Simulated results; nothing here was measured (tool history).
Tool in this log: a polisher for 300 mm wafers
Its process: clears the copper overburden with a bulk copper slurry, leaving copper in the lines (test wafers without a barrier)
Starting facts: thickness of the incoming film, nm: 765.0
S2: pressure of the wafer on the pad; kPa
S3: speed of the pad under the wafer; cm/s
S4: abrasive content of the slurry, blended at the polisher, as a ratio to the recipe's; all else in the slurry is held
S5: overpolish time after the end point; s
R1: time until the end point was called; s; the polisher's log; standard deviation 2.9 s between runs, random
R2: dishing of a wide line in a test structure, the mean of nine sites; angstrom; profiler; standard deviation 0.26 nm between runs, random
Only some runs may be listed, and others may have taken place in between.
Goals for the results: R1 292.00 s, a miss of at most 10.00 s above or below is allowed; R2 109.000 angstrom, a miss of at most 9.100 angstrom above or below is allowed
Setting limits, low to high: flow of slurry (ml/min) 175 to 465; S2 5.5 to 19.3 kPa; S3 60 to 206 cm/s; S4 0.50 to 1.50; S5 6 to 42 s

Run 1, hour 0.0: flow of slurry (ml/min) 295, S2 12.4 kPa, S3 132 cm/s, S4 1.00, S5 21 s. Result: R1 120.66 s, R2 434.500 angstrom.
Run 2, hour 1.3: flow of slurry (ml/min) 295, S2 10.3 kPa, S3 118 cm/s, S4 1.00, S5 17 s. Result: R1 156.32 s, R2 354.060 angstrom.
Run 3, hour 6.9: flow of slurry (ml/min) 220, S2 10.3 kPa, S3 118 cm/s, S4 1.00, S5 17 s. Result: R1 163.31 s, R2 353.460 angstrom.
Run 4, hour 13.5: flow of slurry (ml/min) 290, S2 9.0 kPa, S3 102 cm/s, S4 1.10, S5 14 s. Result: R1 199.70 s, R2 276.640 angstrom.
Run 5, hour 20.0: flow of slurry (ml/min) 340, S2 8.3 kPa, S3 94 cm/s, S4 1.20, S5 12 s. Result: R1 220.62 s, R2 234.320 angstrom.
Run 6, hour 24.8: flow of slurry (ml/min) 375, S2 7.6 kPa, S3 90 cm/s, S4 1.30, S5 10 s. Result: R1 248.03 s, R2 183.270 angstrom.
Run 7, hour 31.0: flow of slurry (ml/min) 400, S2 6.9 kPa, S3 90 cm/s, S4 1.35, S5 9 s. Result: R1 263.27 s, R2 171.640 angstrom.
Run 8, hour 37.5: flow of slurry (ml/min) 420, S2 6.2 kPa, S3 90 cm/s, S4 1.40, S5 8 s. Result: R1 283.00 s, R2 139.820 angstrom.
Run 9, hour 41.1: flow of slurry (ml/min) 420, S2 6.2 kPa, S3 90 cm/s, S4 1.40, S5 8 s. Result: R1 280.74 s, R2 142.670 angstrom.
Run 10, hour 49.7: flow of slurry (ml/min) 435, S2 6.2 kPa, S3 90 cm/s, S4 1.45, S5 7 s. Result: R1 279.14 s, R2 128.980 angstrom.
Run 11, hour 54.6: flow of slurry (ml/min) 445, S2 6.2 kPa, S3 90 cm/s, S4 1.45, S5 7 s. Result: R1 276.57 s, R2 123.410 angstrom.
Run 12, hour 59.0: flow of slurry (ml/min) 450, S2 6.2 kPa, S3 90 cm/s, S4 1.45, S5 7 s. Result: R1 278.01 s, R2 134.750 angstrom.
Run 13, hour 67.5: flow of slurry (ml/min) 455, S2 6.2 kPa, S3 90 cm/s, S4 1.45, S5 7 s. Result: R1 278.68 s, R2 127.440 angstrom.
Run 14, hour 68.0: flow of slurry (ml/min) 460, S2 6.2 kPa, S3 90 cm/s, S4 1.45, S5 7 s. Result: R1 274.88 s, R2 133.030 angstrom.
Run 15, hour 70.5: flow of slurry (ml/min) 375, S2 6.2 kPa, S3 102 cm/s, S4 1.45, S5 6 s. Result: R1 248.12 s, R2 124.000 angstrom.
Run 16, hour 75.7: flow of slurry (ml/min) 290, S2 5.5 kPa, S3 86 cm/s, S4 1.40, S5 6 s. Result: R1 334.55 s, R2 97.582 angstrom.
Run 17, hour 81.5: flow of slurry (ml/min) 305, S2 5.5 kPa, S3 86 cm/s, S4 1.40, S5 6 s. Result: R1 331.89 s, R2 96.388 angstrom.
Run 18, hour 87.6: flow of slurry (ml/min) 320, S2 5.5 kPa, S3 86 cm/s, S4 1.40, S5 6 s. Result: R1 329.16 s, R2 96.301 angstrom.
Run 19, hour 91.7: flow of slurry (ml/min) 325, S2 7.6 kPa, S3 86 cm/s, S4 1.40, S5 12 s. Result: R1 255.70 s, R2 216.800 angstrom.
Run 20, hour 98.2: flow of slurry (ml/min) 305, S2 5.5 kPa, S3 102 cm/s, S4 1.40, S5 6 s. Result: R1 279.69 s, R2 116.720 angstrom.

Exercise: of the 5 proposed moves below, exactly one satisfies all targets within the stated allowed misses. Which move is it?
Run A, hour 104.7: flow of slurry (ml/min) 265, S2 5.5 kPa, S3 98 cm/s, S4 1.50, S5 6 s. Result: R1 ?, R2 ?.
Run B, hour 104.7: flow of slurry (ml/min) 300, S2 5.5 kPa, S3 92 cm/s, S4 1.25, S5 9 s. Result: R1 ?, R2 ?.
Run C, hour 104.7: flow of slurry (ml/min) 330, S2 5.5 kPa, S3 90 cm/s, S4 1.30, S5 8 s. Result: R1 ?, R2 ?.
Run D, hour 104.7: flow of slurry (ml/min) 310, S2 5.5 kPa, S3 100 cm/s, S4 1.25, S5 8 s. Result: R1 ?, R2 ?.
Run E, hour 104.7: flow of slurry (ml/min) 330, S2 6.9 kPa, S3 78 cm/s, S4 1.20, S5 8 s. Result: R1 ?, R2 ?.

move      R1       R2
   A  291.35  109.980
   B  317.28  143.410
   C  318.80  129.810
   D  292.02  139.440
   E  312.20  133.120
A: each result inside its tolerance
B: moves the result that the last run missed by most past its target, out the other side
C: moves the result that the last run missed by most past its target, out the other side
D: the worst result of the last run now meets its target, but another is out of spec
E: moves the result that the last run missed by most past its target, out the other side
A meets every target.
